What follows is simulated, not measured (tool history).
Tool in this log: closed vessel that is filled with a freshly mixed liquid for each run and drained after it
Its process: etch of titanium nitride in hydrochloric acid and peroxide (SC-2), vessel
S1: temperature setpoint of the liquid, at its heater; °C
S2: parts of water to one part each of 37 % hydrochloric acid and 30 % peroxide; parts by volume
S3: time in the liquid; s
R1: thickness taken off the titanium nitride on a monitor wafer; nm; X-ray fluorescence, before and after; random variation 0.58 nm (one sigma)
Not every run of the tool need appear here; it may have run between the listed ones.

{"run": 1, "hour": 0.0, "S1": 56.0, "S2": 7.0, "S3": 705, "R1": 63.978}
{"run": 2, "hour": 5.8, "S1": 56.0, "S2": 7.0, "S3": 755, "R1": 68.562}
{"run": 3, "hour": 14.2, "S1": 57.0, "S2": 7.0, "S3": 755, "R1": 72.891}
{"run": 4, "hour": 16.5, "S1": 52.5, "S2": 7.0, "S3": 755, "R1": 54.243}
{"run": 5, "hour": 20.4, "S1": 52.5, "S2": 7.0, "S3": 705, "R1": 50.87}
{"run": 6, "hour": 26.0, "S1": 55.0, "S2": 7.0, "S3": 705, "R1": 60.381}

The next listed run, before its measurement:
{"run": 7, "hour": 33.6, "S1": 56.5, "S2": 7.0, "S3": 705, "R1": "?"}

R1: 65.992 nm

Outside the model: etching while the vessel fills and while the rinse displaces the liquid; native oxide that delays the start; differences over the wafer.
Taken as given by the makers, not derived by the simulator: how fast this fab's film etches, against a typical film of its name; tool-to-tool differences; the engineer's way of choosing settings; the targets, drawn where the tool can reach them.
